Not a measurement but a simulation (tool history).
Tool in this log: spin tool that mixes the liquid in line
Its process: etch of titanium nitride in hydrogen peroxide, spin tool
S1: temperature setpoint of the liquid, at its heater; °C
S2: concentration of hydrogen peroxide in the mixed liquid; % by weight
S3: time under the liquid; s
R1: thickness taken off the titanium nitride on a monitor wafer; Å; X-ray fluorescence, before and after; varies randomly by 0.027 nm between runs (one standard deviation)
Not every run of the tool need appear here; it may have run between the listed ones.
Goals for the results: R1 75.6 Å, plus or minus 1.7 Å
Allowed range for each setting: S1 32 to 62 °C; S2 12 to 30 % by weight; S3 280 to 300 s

run  hour    S1    S2   S3      R1
  1     0    46  20.5  280   109.1
  2   0.7    46  22.5  280  110.74
  3   8.5    46    21  280  109.39
  4  16.8  48.5    21  280  131.79
  5  24.2    46    21  280  109.75
  6  31.6    46    21  280  109.01
  7  39.5  44.5    21  280  97.592
  8  43.4  40.5    21  280  72.412

Of the 5 settings listed for the next run, only one would bring every result within its allowed miss of target. Which one?
  A  47.3  40.5    21  290   ?
  B  47.3    40  23.5  280   ?
  C  47.3    40    23  280   ?
  D  47.3  39.5    22  300   ?
  E  47.3  40.5  19.5  280   ?

move      R1
   A   75.31
   B  71.734
   C    71.4
   D  72.946
   E  71.566
A: each result inside its tolerance
B: lands further from the targets than the last run did
C: lands further from the targets than the last run did
D: better than the last run, though not everything is in spec
E: lands further from the targets than the last run did
A is the move that brings every result within its allowed miss.
